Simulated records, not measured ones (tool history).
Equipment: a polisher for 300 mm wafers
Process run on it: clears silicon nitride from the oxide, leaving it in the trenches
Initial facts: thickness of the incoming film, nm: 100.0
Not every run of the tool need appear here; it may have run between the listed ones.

run	hour	flow of slurry (ml/min)	pressure of the wafer on the pad (kPa)	speed of the pad under the wafer (m/s)	overpolish time after the end point (s)	time until the end point was called (s)
1	0	280	15.2	1.3	34	109.65
2	2.8	280	12.4	1.22	34	139.05
3	4.2	280	12.4	1.22	34	143.59
4	8.5	350	12.4	1.22	34	138.88
5	14.7	350	10.3	1.16	34	178.44
6	16.8	350	13.8	1.16	34	131.78

Estimate the outcome of run 7 from the log above:
7	23.8	350	11.7	1.14	34	?

For run 7 the tool returned time until the end point was called (s) 158.28.

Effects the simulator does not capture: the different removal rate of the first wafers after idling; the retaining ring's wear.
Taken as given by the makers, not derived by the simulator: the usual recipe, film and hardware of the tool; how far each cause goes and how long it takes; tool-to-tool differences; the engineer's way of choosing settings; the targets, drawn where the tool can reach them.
